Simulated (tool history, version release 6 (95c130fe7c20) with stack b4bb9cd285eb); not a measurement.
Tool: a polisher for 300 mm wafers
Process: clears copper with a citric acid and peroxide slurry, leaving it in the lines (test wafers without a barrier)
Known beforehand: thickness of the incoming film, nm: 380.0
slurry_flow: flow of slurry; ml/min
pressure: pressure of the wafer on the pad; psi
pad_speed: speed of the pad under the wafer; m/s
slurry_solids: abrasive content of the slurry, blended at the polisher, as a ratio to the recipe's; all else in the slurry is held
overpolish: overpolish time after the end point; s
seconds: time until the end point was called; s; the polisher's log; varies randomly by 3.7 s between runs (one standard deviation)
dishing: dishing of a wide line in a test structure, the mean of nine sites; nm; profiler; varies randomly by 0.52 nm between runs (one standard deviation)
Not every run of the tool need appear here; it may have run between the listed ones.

run	hour	slurry_flow	pressure	pad_speed	slurry_solids	overpolish	seconds	dishing
1	0	300	3.4	1.42	1	13	116.35	26.539
2	1.9	300	3.4	1.42	0.8	13	120.11	27.636
3	4.8	260	3.4	1.42	0.8	13	124.21	25.621
4	11.2	255	3.1	1.4	0.8	14	139.05	25.694
5	18.8	255	3.1	1.54	0.8	14	125.17	26.601
6	25.9	255	2.4	1.54	0.8	14	162.62	21.659

Estimate the outcome of run 7 from the log above:
7	31.9	255	2.3	1.54	0.8	14	?	?

{"run 7": {"seconds": 170.06, "dishing": 21.111}}

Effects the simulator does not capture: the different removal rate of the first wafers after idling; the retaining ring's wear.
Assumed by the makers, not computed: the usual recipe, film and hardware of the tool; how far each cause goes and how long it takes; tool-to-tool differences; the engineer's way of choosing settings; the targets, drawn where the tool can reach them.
